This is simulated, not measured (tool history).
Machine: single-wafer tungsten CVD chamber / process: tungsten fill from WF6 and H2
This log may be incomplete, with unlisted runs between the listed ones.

run,hour,heater temperature setpoint (K),chamber pressure (Pa),deposition time (s),mean film thickness on the monitor wafer (Å)
1,0.0,658.15,5213,23.2,603.77
2,7.1,660.15,5226,23.2,627.25
3,11.4,660.15,5226,23.2,629.72
4,17.4,660.15,5226,23.2,631.09
# hour 19.3: capacitance manometer re-zeroed and calibrated
5,19.3,662.15,5240,23.2,644.98
6,22.7,656.15,5240,23.2,567.35
7,26.2,668.15,5306,23.2,742.93

Forecast run 8:
8,34.4,669.15,5306,23.2,?

{"run 8": {"mean film thickness on the monitor wafer (Å)": 754.57}}

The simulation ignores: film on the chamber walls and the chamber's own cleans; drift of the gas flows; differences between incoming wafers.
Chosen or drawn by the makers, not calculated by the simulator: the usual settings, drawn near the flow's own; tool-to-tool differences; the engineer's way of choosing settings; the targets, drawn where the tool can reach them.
